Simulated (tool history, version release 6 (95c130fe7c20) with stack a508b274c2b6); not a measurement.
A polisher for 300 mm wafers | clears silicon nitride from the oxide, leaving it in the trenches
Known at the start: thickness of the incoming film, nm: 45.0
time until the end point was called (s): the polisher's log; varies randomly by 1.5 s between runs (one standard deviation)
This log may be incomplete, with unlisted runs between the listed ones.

run,day,flow of slurry (ml/min),pressure of the wafer on the pad (kPa),speed of the pad under the wafer (m/s),overpolish time after the end point (s),time until the end point was called (s)
1,0.000,255,16.5,0.78,16,56.302
2,0.146,255,16.5,0.78,13,54.967
3,0.267,255,15.2,0.76,13,62.678
4,0.383,255,14.5,0.76,13,64.662
5,0.562,255,17.9,0.76,13,51.392
6,0.783,255,17.9,0.76,13,54.389
7,0.996,255,15.9,0.74,13,61.135
8,1.300,255,14.5,0.74,13,68.276

What will run 9 give?
9,1.488,255,13.8,0.74,13,?

Run 9 yielded time until the end point was called (s) 69.314.
